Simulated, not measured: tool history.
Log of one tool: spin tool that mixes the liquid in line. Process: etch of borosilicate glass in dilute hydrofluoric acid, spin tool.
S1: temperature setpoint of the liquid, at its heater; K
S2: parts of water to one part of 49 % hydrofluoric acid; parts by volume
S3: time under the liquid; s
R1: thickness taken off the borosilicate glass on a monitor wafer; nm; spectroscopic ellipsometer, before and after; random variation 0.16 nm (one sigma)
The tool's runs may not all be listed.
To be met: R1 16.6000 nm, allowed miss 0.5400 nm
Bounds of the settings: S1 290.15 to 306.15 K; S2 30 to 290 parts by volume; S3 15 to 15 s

run,hour,S1,S2,S3,R1
1,0.0,298.15,160,15,4.8787
2,5.3,298.15,205,15,3.6407
3,14.2,298.15,205,15,3.6325
4,16.5,299.65,170,15,4.7918
5,18.1,296.15,170,15,4.1983
6,20.9,296.15,220,15,3.0836
7,25.5,298.15,180,15,4.2899
8,28.4,299.65,150,15,5.6820
9,29.0,300.65,125,15,7.1739
10,30.5,301.65,110,15,8.6664
11,36.5,302.65,100,15,10.0630
12,38.2,303.15,90,15,11.3670
13,41.3,306.15,50,15,24.3730
14,42.1,305.65,50,15,23.6500
15,42.9,304.65,50,15,23.0600
16,51.0,304.65,50,15,23.2130
17,54.4,300.65,55,15,17.9380

Which of these 4 next moves meets every target?
A,57.8,303.65,60,15,?
B,57.8,301.65,65,15,?
C,57.8,298.65,55,15,?
D,57.8,304.15,60,15,?

move,R1
A,17.8260
B,15.1090
C,16.0690
D,18.1740
A: nearer than the last run, and not there yet
B: takes the result that was furthest off past its target
C: meets every target
D: further off than the last run
Move C is the one to make.

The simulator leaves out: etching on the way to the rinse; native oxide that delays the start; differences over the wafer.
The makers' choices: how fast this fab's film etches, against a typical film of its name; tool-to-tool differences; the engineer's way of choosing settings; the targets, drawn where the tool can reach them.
